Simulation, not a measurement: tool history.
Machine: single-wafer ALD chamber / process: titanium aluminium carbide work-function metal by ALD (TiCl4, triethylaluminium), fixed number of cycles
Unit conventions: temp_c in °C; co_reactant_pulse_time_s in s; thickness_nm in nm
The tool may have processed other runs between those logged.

run,hour,temp_c,co_reactant_pulse_time_s,thickness_nm
1,0,315,14.19,2.1754
2,0.8,318,14.44,2.2097
3,8.2,326,14.44,2.2746
4,13.6,319,14.44,2.2123
5,19.5,321,14.65,2.2308
6,22.2,321,11.58,2.1941

For run 7, what comes out?
7,23.6,323,11.85,?

{"run 7": {"thickness_nm": 2.2102}}
